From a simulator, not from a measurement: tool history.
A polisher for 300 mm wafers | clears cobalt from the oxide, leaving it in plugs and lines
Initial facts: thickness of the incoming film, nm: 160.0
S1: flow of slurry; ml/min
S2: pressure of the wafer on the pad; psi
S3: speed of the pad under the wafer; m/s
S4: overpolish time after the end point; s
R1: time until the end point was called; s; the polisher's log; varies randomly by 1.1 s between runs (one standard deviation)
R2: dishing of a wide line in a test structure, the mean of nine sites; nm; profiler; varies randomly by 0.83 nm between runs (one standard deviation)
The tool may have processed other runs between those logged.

| run | hour | S1 | S2 | S3 | S4 | R1 | R2 |
|---|---|---|---|---|---|---|---|
| 1 | 0 | 305 | 1.4 | 0.92 | 29 | 45.998 | 59.584 |
| 2 | 3.3 | 305 | 1.4 | 1.08 | 29 | 41.558 | 63.125 |
| 3 | 4.1 | 305 | 1.4 | 1.26 | 29 | 36.945 | 67.092 |
| 4 | 9 | 305 | 1.7 | 1.26 | 29 | 31.041 | 70.395 |
| 5 | 17.3 | 305 | 1.7 | 1.26 | 35 | 31.503 | 77.378 |
| 6 | 24.9 | 305 | 1.7 | 1.06 | 35 | 35.316 | 71.921 |
| 7 | 26.3 | 300 | 1.4 | 0.98 | 31 | 44.288 | 62.472 |
| 8 | 30.3 | 300 | 1.2 | 0.94 | 29 | 50.033 | 55.346 |
| 9 | 39.1 | 300 | 1 | 0.9 | 30 | 58.379 | 51.73 |
| 10 | 44.3 | 300 | 0.9 | 0.88 | 30 | 64.992 | 51.23 |

What does the tool deliver on the next run?
| 11 | 52.6 | 300 | 0.9 | 0.88 | 29 | ? | ? |

R1: 61.898 s
R2: 48.734 nm
